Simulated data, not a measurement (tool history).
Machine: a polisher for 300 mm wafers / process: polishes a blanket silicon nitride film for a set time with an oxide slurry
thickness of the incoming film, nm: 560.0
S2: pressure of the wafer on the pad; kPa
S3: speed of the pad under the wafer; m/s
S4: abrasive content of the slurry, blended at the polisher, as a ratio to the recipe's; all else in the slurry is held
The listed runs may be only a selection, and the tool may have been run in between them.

Run 1, hour 0: flow of slurry (ml/min) 195, S2 26.9 kPa, S3 1.3 m/s, S4 1, polishing time (s) 95. Result: film removed (Å) 951.55.
Run 2, hour 0.7: flow of slurry (ml/min) 195, S2 26.9 kPa, S3 1.3 m/s, S4 1.2, polishing time (s) 95. Result: film removed (Å) 1002.4.
Run 3, hour 7.5: flow of slurry (ml/min) 150, S2 26.9 kPa, S3 1.3 m/s, S4 1.2, polishing time (s) 95. Result: film removed (Å) 945.01.
Run 4, hour 10.5: flow of slurry (ml/min) 145, S2 24.1 kPa, S3 1.28 m/s, S4 1.2, polishing time (s) 95. Result: film removed (Å) 849.73.
Run 5, hour 17: flow of slurry (ml/min) 145, S2 24.1 kPa, S3 1.28 m/s, S4 1, polishing time (s) 95. Result: film removed (Å) 807.95.
Run 6, hour 20.6: flow of slurry (ml/min) 145, S2 21.4 kPa, S3 1.28 m/s, S4 1, polishing time (s) 95. Result: film removed (Å) 698.03.
Run 7, hour 23.1: flow of slurry (ml/min) 145, S2 20.7 kPa, S3 1.28 m/s, S4 1, polishing time (s) 95. Result: film removed (Å) 687.69.

The next listed run, before its measurement:
Run 8, hour 26.5: flow of slurry (ml/min) 145, S2 17.9 kPa, S3 1.28 m/s, S4 1, polishing time (s) 95. Result: film removed (Å) ?.

Logged for run 8: film removed (Å) 595.58.
